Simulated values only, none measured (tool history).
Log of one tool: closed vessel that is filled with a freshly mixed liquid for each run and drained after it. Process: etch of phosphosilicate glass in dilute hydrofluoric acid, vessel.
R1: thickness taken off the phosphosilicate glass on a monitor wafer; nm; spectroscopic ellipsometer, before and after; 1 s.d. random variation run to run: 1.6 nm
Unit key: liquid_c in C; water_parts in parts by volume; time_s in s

run 1 hour=0.0 | liquid_c=24.0 water_parts=140 time_s=105 | R1=110.340
run 2 hour=6.7 | liquid_c=24.0 water_parts=140 time_s=105 | R1=110.580
run 3 hour=10.1 | liquid_c=20.5 water_parts=140 time_s=105 | R1=96.697
run 4 hour=17.0 | liquid_c=20.5 water_parts=140 time_s=110 | R1=100.760
run 5 hour=23.6 | liquid_c=20.5 water_parts=170 time_s=110 | R1=80.349
run 6 hour=29.3 | liquid_c=20.5 water_parts=135 time_s=110 | R1=105.320
run 7 hour=32.2 | liquid_c=22.0 water_parts=120 time_s=110 | R1=127.190
-- hour=32.9 thermometer replaced
run 8 hour=32.9 | liquid_c=26.0 water_parts=65 time_s=110 | R1=309.370

Estimate the outcome of run 9 from the log above:
run 9 hour=33.5 | liquid_c=26.0 water_parts=65 time_s=110 | R1=?

{"run 9": {"R1": 308.2}}
